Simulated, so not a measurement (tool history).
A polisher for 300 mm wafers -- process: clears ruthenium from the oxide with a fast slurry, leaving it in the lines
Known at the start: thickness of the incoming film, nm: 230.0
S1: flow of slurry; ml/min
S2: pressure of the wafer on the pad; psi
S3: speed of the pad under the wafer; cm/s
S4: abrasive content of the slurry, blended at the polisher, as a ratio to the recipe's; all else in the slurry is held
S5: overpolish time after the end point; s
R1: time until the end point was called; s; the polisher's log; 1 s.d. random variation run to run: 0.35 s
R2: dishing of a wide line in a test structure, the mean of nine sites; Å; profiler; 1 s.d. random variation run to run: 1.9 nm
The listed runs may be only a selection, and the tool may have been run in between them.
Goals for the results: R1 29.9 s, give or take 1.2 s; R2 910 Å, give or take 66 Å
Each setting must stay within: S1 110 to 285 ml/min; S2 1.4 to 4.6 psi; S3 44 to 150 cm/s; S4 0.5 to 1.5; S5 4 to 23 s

{"run": 1, "hour": 0.0, "S1": 180, "S2": 3, "S3": 96, "S4": 1, "S5": 12, "R1": 43.969, "R2": 516.17}
{"run": 2, "hour": 6.8, "S1": 210, "S2": 3, "S3": 96, "S4": 1, "S5": 12, "R1": 42.364, "R2": 514.05}
{"run": 3, "hour": 11.0, "S1": 210, "S2": 3.3, "S3": 96, "S4": 1, "S5": 12, "R1": 39.046, "R2": 547.53}
{"run": 4, "hour": 11.6, "S1": 210, "S2": 3.3, "S3": 96, "S4": 1, "S5": 9, "R1": 38.532, "R2": 434.31}
{"run": 5, "hour": 13.2, "S1": 210, "S2": 3.3, "S3": 82, "S4": 1, "S5": 9, "R1": 45.036, "R2": 379.89}
{"run": 6, "hour": 16.1, "S1": 205, "S2": 3.5, "S3": 84, "S4": 1, "S5": 10, "R1": 41.697, "R2": 451.24}
{"run": 7, "hour": 18.4, "S1": 205, "S2": 3.7, "S3": 84, "S4": 1, "S5": 11, "R1": 39.603, "R2": 510.5}
{"run": 8, "hour": 22.8, "S1": 205, "S2": 3.8, "S3": 84, "S4": 1, "S5": 12, "R1": 38.445, "R2": 567.7}
{"run": 9, "hour": 31.8, "S1": 205, "S2": 3.9, "S3": 84, "S4": 1, "S5": 13, "R1": 38.306, "R2": 620.93}
{"run": 10, "hour": 33.6, "S1": 205, "S2": 4, "S3": 84, "S4": 1, "S5": 13, "R1": 36.757, "R2": 616.23}
{"run": 11, "hour": 35.8, "S1": 205, "S2": 4.1, "S3": 84, "S4": 1, "S5": 14, "R1": 35.98, "R2": 684.5}
{"run": 12, "hour": 38.1, "S1": 205, "S2": 4.2, "S3": 84, "S4": 1, "S5": 14, "R1": 35.692, "R2": 717.02}
{"run": 13, "hour": 45.3, "S1": 205, "S2": 4.3, "S3": 86, "S4": 1, "S5": 14, "R1": 33.174, "R2": 710.48}
{"run": 14, "hour": 47.9, "S1": 210, "S2": 4.5, "S3": 86, "S4": 1, "S5": 15, "R1": 32.274, "R2": 761.21}
{"run": 15, "hour": 56.6, "S1": 210, "S2": 4.5, "S3": 88, "S4": 1, "S5": 15, "R1": 30.986, "R2": 789.34}
{"run": 16, "hour": 62.2, "S1": 210, "S2": 4.5, "S3": 88, "S4": 1, "S5": 15, "R1": 31.136, "R2": 798.68}

Consider the 5 candidate settings below. Which is the only one whose results all fall within their allowed miss of target?
{"run": "A", "hour": 67.8, "S1": 180, "S2": 4.6, "S3": 82, "S4": 1.05, "S5": 18, "R1": "?", "R2": "?"}
{"run": "B", "hour": 67.8, "S1": 205, "S2": 4.6, "S3": 88, "S4": 1.05, "S5": 17, "R1": "?", "R2": "?"}
{"run": "C", "hour": 67.8, "S1": 210, "S2": 4.2, "S3": 100, "S4": 1.15, "S5": 16, "R1": "?", "R2": "?"}
{"run": "D", "hour": 67.8, "S1": 205, "S2": 4.2, "S3": 90, "S4": 0.95, "S5": 16, "R1": "?", "R2": "?"}
{"run": "E", "hour": 67.8, "S1": 185, "S2": 4.3, "S3": 94, "S4": 1.15, "S5": 20, "R1": "?", "R2": "?"}

move=A R1=32.642 R2=872.33
move=B R1=29.904 R2=892.72
move=C R1=27.932 R2=897.84
move=D R1=33.082 R2=787.94
move=E R1=29.522 R2=1015.6
A: the worst result of the last run now meets its target, but another is out of spec
B: every result within its allowed miss
C: the worst result of the last run now meets its target, but another is out of spec
D: the biggest miss grows against the last run
E: carries the result that was furthest off beyond its target, to the other side
The right move is B.
